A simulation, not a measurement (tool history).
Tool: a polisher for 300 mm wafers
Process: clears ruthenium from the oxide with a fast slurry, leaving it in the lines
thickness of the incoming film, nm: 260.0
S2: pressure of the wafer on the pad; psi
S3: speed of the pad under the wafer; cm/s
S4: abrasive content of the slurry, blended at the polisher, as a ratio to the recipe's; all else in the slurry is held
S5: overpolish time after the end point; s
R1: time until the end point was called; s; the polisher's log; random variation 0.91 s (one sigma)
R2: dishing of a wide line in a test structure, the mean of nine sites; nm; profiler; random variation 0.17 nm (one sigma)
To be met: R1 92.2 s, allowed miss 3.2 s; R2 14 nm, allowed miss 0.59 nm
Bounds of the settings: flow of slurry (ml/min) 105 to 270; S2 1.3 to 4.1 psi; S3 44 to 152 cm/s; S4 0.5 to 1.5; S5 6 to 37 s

Run 1, hour 0: flow of slurry (ml/min) 175, S2 2.7 psi, S3 98 cm/s, S4 1, S5 19 s. Result: R1 69.448 s, R2 49.866 nm.
Run 2, hour 3: flow of slurry (ml/min) 175, S2 2.7 psi, S3 98 cm/s, S4 1.1, S5 19 s. Result: R1 69.095 s, R2 51.773 nm.
Run 3, hour 7.9: flow of slurry (ml/min) 185, S2 2.5 psi, S3 94 cm/s, S4 0.9, S5 15 s. Result: R1 80.359 s, R2 37.985 nm.
Run 4, hour 16.5: flow of slurry (ml/min) 185, S2 2 psi, S3 94 cm/s, S4 0.9, S5 15 s. Result: R1 98.673 s, R2 31.071 nm.
Run 5, hour 23.3: flow of slurry (ml/min) 185, S2 2 psi, S3 94 cm/s, S4 0.9, S5 19 s. Result: R1 96.395 s, R2 38.207 nm.
Run 6, hour 28.7: flow of slurry (ml/min) 185, S2 2 psi, S3 94 cm/s, S4 1, S5 19 s. Result: R1 95.372 s, R2 39.878 nm.
Run 7, hour 29.5: flow of slurry (ml/min) 160, S2 2 psi, S3 100 cm/s, S4 0.85, S5 15 s. Result: R1 95.483 s, R2 31.932 nm.
Run 8, hour 30: flow of slurry (ml/min) 140, S2 1.8 psi, S3 110 cm/s, S4 0.75, S5 12 s. Result: R1 102.67 s, R2 24.238 nm.
Run 9, hour 34.5: flow of slurry (ml/min) 140, S2 1.8 psi, S3 110 cm/s, S4 0.75, S5 12 s. Result: R1 102.25 s, R2 24.568 nm.
Run 10, hour 38.9: flow of slurry (ml/min) 130, S2 1.6 psi, S3 122 cm/s, S4 0.65, S5 10 s. Result: R1 111.15 s, R2 19.57 nm.
Run 11, hour 45.2: flow of slurry (ml/min) 130, S2 1.6 psi, S3 122 cm/s, S4 0.65, S5 10 s. Result: R1 109.02 s, R2 19.606 nm.
Run 12, hour 50.3: flow of slurry (ml/min) 150, S2 1.7 psi, S3 122 cm/s, S4 0.65, S5 6 s. Result: R1 99.738 s, R2 12.924 nm.

Which of these 4 next moves meets every target?
Run A, hour 55.4: flow of slurry (ml/min) 170, S2 1.4 psi, S3 148 cm/s, S4 0.6, S5 7 s. Result: R1 ?, R2 ?.
Run B, hour 55.4: flow of slurry (ml/min) 140, S2 1.9 psi, S3 112 cm/s, S4 0.7, S5 7 s. Result: R1 ?, R2 ?.
Run C, hour 55.4: flow of slurry (ml/min) 145, S2 1.6 psi, S3 152 cm/s, S4 0.5, S5 6 s. Result: R1 ?, R2 ?.
Run D, hour 55.4: flow of slurry (ml/min) 150, S2 1.9 psi, S3 126 cm/s, S4 0.5, S5 7 s. Result: R1 ?, R2 ?.

move      R1      R2
   A  99.636  15.279
   B   99.46  15.304
   C  92.874   14.11
   D  94.966  15.988
A: as far off as the last run
B: as far off as the last run
C: meets every target
D: brings the result that was furthest off to its target, and leaves another outside
The right move is C.
